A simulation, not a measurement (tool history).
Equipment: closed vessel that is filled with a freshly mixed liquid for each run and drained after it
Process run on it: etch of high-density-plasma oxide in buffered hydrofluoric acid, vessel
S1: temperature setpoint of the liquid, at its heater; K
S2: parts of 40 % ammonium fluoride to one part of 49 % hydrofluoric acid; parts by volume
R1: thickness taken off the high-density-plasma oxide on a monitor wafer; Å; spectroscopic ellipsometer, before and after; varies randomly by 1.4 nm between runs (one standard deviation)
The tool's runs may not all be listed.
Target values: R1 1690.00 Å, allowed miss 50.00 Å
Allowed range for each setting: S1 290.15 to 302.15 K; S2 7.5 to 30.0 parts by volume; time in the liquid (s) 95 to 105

run 1 hour=0.0 | S1=294.15 S2=21.0 time_in_the_liquid_(s)=95 | R1=701.03
run 2 hour=3.7 | S1=294.15 S2=21.0 time_in_the_liquid_(s)=105 | R1=781.24
run 3 hour=7.8 | S1=296.15 S2=18.5 time_in_the_liquid_(s)=105 | R1=947.38
run 4 hour=16.6 | S1=296.15 S2=18.5 time_in_the_liquid_(s)=95 | R1=872.64
run 5 hour=21.5 | S1=297.65 S2=16.5 time_in_the_liquid_(s)=95 | R1=1083.50
run 6 hour=29.8 | S1=300.15 S2=16.5 time_in_the_liquid_(s)=95 | R1=1223.50
run 7 hour=32.4 | S1=300.65 S2=15.5 time_in_the_liquid_(s)=95 | R1=1337.00
run 8 hour=40.2 | S1=301.15 S2=14.5 time_in_the_liquid_(s)=95 | R1=1457.60
run 9 hour=43.6 | S1=301.65 S2=14.0 time_in_the_liquid_(s)=95 | R1=1526.90
run 10 hour=51.9 | S1=301.65 S2=13.5 time_in_the_liquid_(s)=95 | R1=1603.50

Which of these 4 next moves meets every target?
run A hour=60.2 | S1=302.15 S2=13.0 time_in_the_liquid_(s)=100 | R1=?
run B hour=60.2 | S1=301.15 S2=14.0 time_in_the_liquid_(s)=95 | R1=?
run C hour=60.2 | S1=294.65 S2=9.5 time_in_the_liquid_(s)=105 | R1=?
run D hour=60.2 | S1=302.15 S2=15.5 time_in_the_liquid_(s)=105 | R1=?

move=A R1=1790.00
move=B R1=1499.80
move=C R1=1671.00
move=D R1=1582.00
A: moves the result that the last run missed by most past its target, out the other side
B: lands further from the targets than the last run did
C: all results in spec
D: lands further from the targets than the last run did
Answer: C
